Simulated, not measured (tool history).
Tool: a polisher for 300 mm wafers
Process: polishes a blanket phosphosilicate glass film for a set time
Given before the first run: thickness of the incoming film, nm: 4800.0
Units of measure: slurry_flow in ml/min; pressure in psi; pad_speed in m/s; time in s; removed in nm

| run | day | slurry_flow | pressure | pad_speed | slurry_solids | time | removed |
|---|---|---|---|---|---|---|---|
| 1 | 0 | 175 | 3.6 | 0.98 | 1 | 23 | 196.46 |
| 2 | 0.271 | 175 | 3.6 | 0.98 | 0.85 | 23 | 183.76 |
| 3 | 0.446 | 155 | 3.6 | 0.98 | 0.85 | 23 | 180.84 |
| 4 | 0.725 | 155 | 3.6 | 0.98 | 1.05 | 23 | 199.1 |
| 5 | 0.967 | 155 | 3.6 | 1.16 | 1.05 | 23 | 224.89 |
| 6 | 1.054 | 160 | 3.6 | 1.16 | 1.05 | 23 | 230.69 |
| 7 | 1.317 | 165 | 3.6 | 1.16 | 1.05 | 23 | 227.92 |

Forecast run 8:
| 8 | 1.546 | 165 | 3.6 | 1.16 | 1.05 | 23 | ? |

Run 8 measured removed 226.91 nm.

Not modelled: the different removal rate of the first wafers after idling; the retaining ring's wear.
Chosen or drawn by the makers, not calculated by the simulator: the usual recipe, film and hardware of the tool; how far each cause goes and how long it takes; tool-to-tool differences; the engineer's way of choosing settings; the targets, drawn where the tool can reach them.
